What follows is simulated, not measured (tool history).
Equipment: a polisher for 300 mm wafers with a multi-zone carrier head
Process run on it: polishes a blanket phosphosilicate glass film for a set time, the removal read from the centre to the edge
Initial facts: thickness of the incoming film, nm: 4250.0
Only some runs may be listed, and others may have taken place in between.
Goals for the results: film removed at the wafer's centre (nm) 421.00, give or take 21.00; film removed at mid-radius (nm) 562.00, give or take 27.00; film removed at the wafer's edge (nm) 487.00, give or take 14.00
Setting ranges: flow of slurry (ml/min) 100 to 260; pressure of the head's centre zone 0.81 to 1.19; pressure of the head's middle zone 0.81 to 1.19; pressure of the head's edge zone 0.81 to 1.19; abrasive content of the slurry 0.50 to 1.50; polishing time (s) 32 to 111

| run | hour | flow of slurry (ml/min) | pressure of the head's centre zone | pressure of the head's middle zone | pressure of the head's edge zone | abrasive content of the slurry | polishing time (s) | film removed at the wafer's centre (nm) | film removed at mid-radius (nm) | film removed at the wafer's edge (nm) |
|---|---|---|---|---|---|---|---|---|---|---|
| 1 | 0.0 | 165 | 1.00 | 1.00 | 1.00 | 1.00 | 71 | 402.41 | 424.14 | 414.69 |
| 2 | 6.4 | 170 | 0.99 | 1.02 | 1.01 | 1.00 | 71 | 412.97 | 431.38 | 406.92 |
| 3 | 14.0 | 165 | 0.97 | 1.03 | 1.01 | 1.05 | 71 | 398.01 | 423.17 | 412.86 |
| 4 | 17.0 | 165 | 0.91 | 1.03 | 1.01 | 1.05 | 71 | 380.09 | 423.28 | 413.86 |
| 5 | 23.3 | 165 | 0.91 | 1.03 | 1.01 | 1.05 | 62 | 327.85 | 392.23 | 366.93 |
| 6 | 31.7 | 165 | 0.91 | 1.03 | 1.01 | 1.05 | 53 | 280.33 | 327.71 | 316.13 |
| 7 | 36.6 | 165 | 0.91 | 1.03 | 1.01 | 1.05 | 53 | 276.38 | 327.80 | 310.31 |
| 8 | 37.5 | 170 | 0.90 | 1.05 | 1.01 | 1.10 | 55 | 293.98 | 355.59 | 331.49 |
| 9 | 43.9 | 170 | 0.90 | 1.05 | 1.01 | 1.10 | 55 | 295.39 | 354.14 | 326.84 |
| 10 | 44.6 | 170 | 0.89 | 1.06 | 1.02 | 1.15 | 57 | 311.68 | 376.16 | 351.30 |
| 11 | 50.2 | 175 | 0.88 | 1.07 | 1.03 | 1.20 | 58 | 316.08 | 389.98 | 368.74 |
| 12 | 58.1 | 180 | 0.88 | 1.08 | 1.03 | 1.25 | 59 | 333.77 | 412.30 | 374.09 |
| 13 | 60.4 | 180 | 0.88 | 1.09 | 1.04 | 1.30 | 60 | 344.49 | 420.62 | 398.61 |
| 14 | 62.6 | 185 | 0.88 | 1.10 | 1.04 | 1.30 | 61 | 340.70 | 443.19 | 399.99 |
| 15 | 71.4 | 190 | 0.89 | 1.11 | 1.05 | 1.30 | 61 | 355.67 | 443.46 | 406.74 |
| 16 | 76.7 | 195 | 0.89 | 1.12 | 1.05 | 1.30 | 61 | 349.25 | 448.14 | 407.13 |
|  | 82.7 | slurry nozzle cleaned |
| 17 | 82.7 | 200 | 0.89 | 1.13 | 1.05 | 1.30 | 61 | 383.26 | 482.81 | 427.82 |
| 18 | 86.1 | 200 | 0.89 | 1.13 | 1.05 | 1.30 | 61 | 382.26 | 491.13 | 427.03 |
| 19 | 94.6 | 205 | 0.89 | 1.13 | 1.06 | 1.30 | 61 | 385.17 | 490.45 | 430.06 |
| 20 | 103.6 | 210 | 0.89 | 1.13 | 1.07 | 1.30 | 61 | 388.98 | 480.31 | 427.54 |
| 21 | 105.1 | 215 | 0.88 | 1.14 | 1.07 | 1.30 | 61 | 398.59 | 491.32 | 429.71 |
| 22 | 110.7 | 235 | 0.81 | 1.19 | 1.17 | 1.45 | 61 | 369.91 | 539.88 | 472.92 |
| 23 | 116.2 | 250 | 0.84 | 1.18 | 1.16 | 1.45 | 61 | 390.67 | 542.50 | 481.73 |
| 24 | 121.0 | 255 | 0.86 | 1.19 | 1.14 | 1.45 | 61 | 400.47 | 528.88 | 474.75 |

Exercise: of the 4 proposed moves below, exactly one satisfies all targets within the stated allowed misses. Which move is it?
| A | 125.8 | 255 | 0.85 | 1.18 | 1.10 | 0.95 | 75 | ? | ? | ? |
| B | 125.8 | 260 | 0.99 | 1.02 | 1.16 | 1.50 | 61 | ? | ? | ? |
| C | 125.8 | 190 | 0.90 | 1.11 | 1.19 | 1.50 | 60 | ? | ? | ? |
| D | 125.8 | 255 | 0.83 | 1.14 | 1.18 | 1.50 | 58 | ? | ? | ? |

| move | film removed at the wafer's centre (nm) | film removed at mid-radius (nm) | film removed at the wafer's edge (nm) |
|---|---|---|---|
| A | 411.04 | 571.34 | 483.66 |
| B | 450.95 | 490.18 | 478.37 |
| C | 391.43 | 495.58 | 462.84 |
| D | 367.31 | 507.29 | 457.46 |
A: hits every target within its allowed miss
B: moves away from the targets compared with the last run
C: moves away from the targets compared with the last run
D: moves away from the targets compared with the last run
The right move is A.
